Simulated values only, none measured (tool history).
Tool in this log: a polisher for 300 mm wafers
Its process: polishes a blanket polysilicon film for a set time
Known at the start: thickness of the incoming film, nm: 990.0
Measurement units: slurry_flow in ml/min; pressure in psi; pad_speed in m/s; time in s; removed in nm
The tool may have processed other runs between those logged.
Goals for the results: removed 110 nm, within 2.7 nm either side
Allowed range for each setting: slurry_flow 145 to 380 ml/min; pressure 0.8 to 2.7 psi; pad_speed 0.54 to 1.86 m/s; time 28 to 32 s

Run 1, hour 0: slurry_flow 245 ml/min, pressure 1.7 psi, pad_speed 1.18 m/s, time 32 s. Result: removed 153.54 nm.
Run 2, hour 0.6: slurry_flow 285 ml/min, pressure 1.7 psi, pad_speed 1.18 m/s, time 32 s. Result: removed 157.18 nm.
Run 3, hour 1.4: slurry_flow 280 ml/min, pressure 1.6 psi, pad_speed 1.18 m/s, time 32 s. Result: removed 150.01 nm.
Run 4, hour 2.2: slurry_flow 280 ml/min, pressure 1.6 psi, pad_speed 1.18 m/s, time 32 s. Result: removed 149.53 nm.
At hour 7.4: slurry nozzle cleaned.
Run 5, hour 7.4: slurry_flow 280 ml/min, pressure 1.8 psi, pad_speed 1.18 m/s, time 32 s. Result: removed 168.04 nm.
Run 6, hour 9.4: slurry_flow 270 ml/min, pressure 1.7 psi, pad_speed 1.18 m/s, time 32 s. Result: removed 159 nm.
Run 7, hour 13.6: slurry_flow 265 ml/min, pressure 1.6 psi, pad_speed 1.18 m/s, time 32 s. Result: removed 154.37 nm.
Run 8, hour 20.2: slurry_flow 265 ml/min, pressure 1.5 psi, pad_speed 1.18 m/s, time 32 s. Result: removed 149.35 nm.
Run 9, hour 23.4: slurry_flow 265 ml/min, pressure 1.4 psi, pad_speed 1.16 m/s, time 32 s. Result: removed 138.79 nm.
Run 10, hour 26: slurry_flow 265 ml/min, pressure 1.3 psi, pad_speed 1.16 m/s, time 32 s. Result: removed 132.8 nm.
Run 11, hour 29.6: slurry_flow 265 ml/min, pressure 1.2 psi, pad_speed 1.16 m/s, time 32 s. Result: removed 129.16 nm.
Run 12, hour 35.3: slurry_flow 265 ml/min, pressure 1 psi, pad_speed 1.14 m/s, time 32 s. Result: removed 115.62 nm.

4 next moves are on the table. One of them brings every result within its allowed miss. Which?
Run A, hour 41: slurry_flow 355 ml/min, pressure 0.9 psi, pad_speed 1.26 m/s, time 31 s. Result: removed ?.
Run B, hour 41: slurry_flow 255 ml/min, pressure 1.2 psi, pad_speed 1.06 m/s, time 31 s. Result: removed ?.
Run C, hour 41: slurry_flow 315 ml/min, pressure 1.4 psi, pad_speed 0.82 m/s, time 32 s. Result: removed ?.
Run D, hour 41: slurry_flow 255 ml/min, pressure 1.4 psi, pad_speed 0.92 m/s, time 29 s. Result: removed ?.

move  removed
   A   114.84
   B   113.41
   C   107.43
   D   104.12
A: gains on the last run, yet a result remains outside its allowed miss
B: gains on the last run, yet a result remains outside its allowed miss
C: in spec on every target
D: takes the biggest miss from the last run beyond its target
C meets every target.
